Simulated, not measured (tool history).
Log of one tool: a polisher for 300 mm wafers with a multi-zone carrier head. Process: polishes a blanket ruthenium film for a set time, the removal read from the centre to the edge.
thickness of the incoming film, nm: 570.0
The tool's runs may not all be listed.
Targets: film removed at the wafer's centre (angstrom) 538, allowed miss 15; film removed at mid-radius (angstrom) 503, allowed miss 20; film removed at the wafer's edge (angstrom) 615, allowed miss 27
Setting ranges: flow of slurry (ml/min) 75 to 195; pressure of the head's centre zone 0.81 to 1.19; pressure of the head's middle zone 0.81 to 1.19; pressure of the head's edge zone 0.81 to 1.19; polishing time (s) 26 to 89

run	hour	flow of slurry (ml/min)	pressure of the head's centre zone	pressure of the head's middle zone	pressure of the head's edge zone	polishing time (s)	film removed at the wafer's centre (angstrom)	film removed at mid-radius (angstrom)	film removed at the wafer's edge (angstrom)
1	0	125	1	1	1	57	850.38	837.05	853.81
2	8.6	125	1	1	0.91	57	831.85	850.12	796.16
3	15.5	125	1	1	0.99	57	847.09	828.41	852.64
4	17.2	125	0.97	1	0.99	57	818.22	849.87	842.13
5	21	105	0.97	1	0.99	57	784.7	810.66	826.81
6	26.9	100	0.96	0.97	0.99	54	729.63	737.05	760.05
7	30.8	95	0.95	0.95	1.01	52	657.42	697.33	752.05
8	37.5	90	0.96	0.93	1.01	50	633.46	642.51	698.5
9	38.8	90	0.96	0.93	1.01	50	637.76	635.71	703.51
10	44.6	90	0.96	0.91	1.01	49	621.18	620.18	699.09
11	50.4	90	0.96	0.9	1.01	48	609.35	593.45	691.96
12	52.2	80	0.92	0.82	0.92	43	507.96	463.88	562.54
13	53.2	110	0.92	0.83	1	43	554.82	525.66	633.05
14	54.1	110	0.92	0.83	1	43	559.13	517.89	645.74

4 next moves are on the table. One of them brings every result within its allowed miss. Which?
A	55	120	1	0.97	0.88	39	?	?	?
B	55	100	0.84	0.91	0.98	43	?	?	?
C	55	130	0.9	0.81	1.01	40	?	?	?
D	55	100	0.98	0.83	0.99	42	?	?	?

move	film removed at the wafer's centre (angstrom)	film removed at mid-radius (angstrom)	film removed at the wafer's edge (angstrom)
A	572.6	562.29	541.42
B	501.31	560.84	607.91
C	538.64	506.19	601.39
D	571.68	507.38	597.31
A: lands further from the targets than the last run did
B: carries the result that was furthest off beyond its target, to the other side
C: every result lands within tolerance
D: lands further from the targets than the last run did
The move that meets every target is C.
